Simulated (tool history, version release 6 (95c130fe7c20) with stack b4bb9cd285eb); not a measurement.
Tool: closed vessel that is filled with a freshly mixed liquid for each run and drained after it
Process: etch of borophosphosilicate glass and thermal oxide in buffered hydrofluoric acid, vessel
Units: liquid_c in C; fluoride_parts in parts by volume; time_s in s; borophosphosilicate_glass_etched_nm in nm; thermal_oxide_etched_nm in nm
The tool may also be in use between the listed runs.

run,day,liquid_c,fluoride_parts,time_s,borophosphosilicate_glass_etched_nm,thermal_oxide_etched_nm
1,0.000,21.0,23.5,60,40.376,30.300
2,0.238,20.5,24.0,60,38.723,28.750
3,0.425,20.5,24.0,35,22.479,16.958
4,0.758,20.5,24.0,55,35.352,26.460
5,0.975,20.5,20.0,55,39.932,30.276
6,1.267,20.5,20.0,65,47.244,35.527
7,1.542,20.0,21.5,65,43.744,33.111
8,1.579,20.0,21.5,65,43.765,32.974
9,1.950,19.5,22.5,65,41.383,31.103
10,2.233,19.0,23.5,65,39.191,29.179
11,2.442,19.0,24.5,65,37.964,28.303
12,2.462,18.5,25.0,65,36.324,27.165
13,2.738,18.5,25.5,65,36.136,26.916
14,2.779,18.5,26.0,65,35.067,26.488

The next listed run, before its measurement:
15,3.067,18.5,26.5,65,?,?

{"run 15": {"borophosphosilicate_glass_etched_nm": 34.919, "thermal_oxide_etched_nm": 26.004}}
